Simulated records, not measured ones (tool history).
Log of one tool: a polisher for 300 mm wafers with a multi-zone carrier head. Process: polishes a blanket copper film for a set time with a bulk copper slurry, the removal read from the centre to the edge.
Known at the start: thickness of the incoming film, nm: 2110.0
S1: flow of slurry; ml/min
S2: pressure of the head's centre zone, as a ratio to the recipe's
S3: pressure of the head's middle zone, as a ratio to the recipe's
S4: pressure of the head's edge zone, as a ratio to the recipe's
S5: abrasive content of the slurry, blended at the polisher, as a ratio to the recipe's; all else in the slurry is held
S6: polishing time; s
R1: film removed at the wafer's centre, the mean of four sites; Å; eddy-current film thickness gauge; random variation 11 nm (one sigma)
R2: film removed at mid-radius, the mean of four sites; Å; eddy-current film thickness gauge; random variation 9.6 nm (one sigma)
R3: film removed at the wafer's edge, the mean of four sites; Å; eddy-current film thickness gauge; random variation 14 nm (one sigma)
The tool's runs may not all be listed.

run    day   S1    S2    S3    S4    S5  S6      R1      R2      R3
  1      0  310     1     1     1     1  89  8866.6  8796.4  8497.8
  2  0.208  310     1  1.06     1     1  89  8874.9  9474.5  8364.7
  3  0.267  355     1  1.06     1     1  89    9124  9325.1    8895
  4  0.333  380  1.04  1.05  1.01     1  89  9651.4  9218.3  8796.7
  5   0.45  380  1.04  1.05  1.01     1  70  7492.6  7233.6  7058.1
  6  0.667  460  1.04  1.05  1.01     1  70  7630.5  7489.4  6980.2
  7  1.012  445  1.07  1.03  1.05   1.1  74  8488.3  7990.8  7745.8
  8  1.183  445  1.07  1.03  1.05   1.1  74  8475.7  8064.6  7815.3
  9  1.483  435   1.1  0.98  1.07  1.15  77  9033.7  8171.5  8192.5

The next listed run, before its measurement:
 10  1.6  430  1.12  0.94  1.09  1.15  81   ?   ?   ?

R1: 9868.7 Å
R2: 8269.1 Å
R3: 8748.1 Å
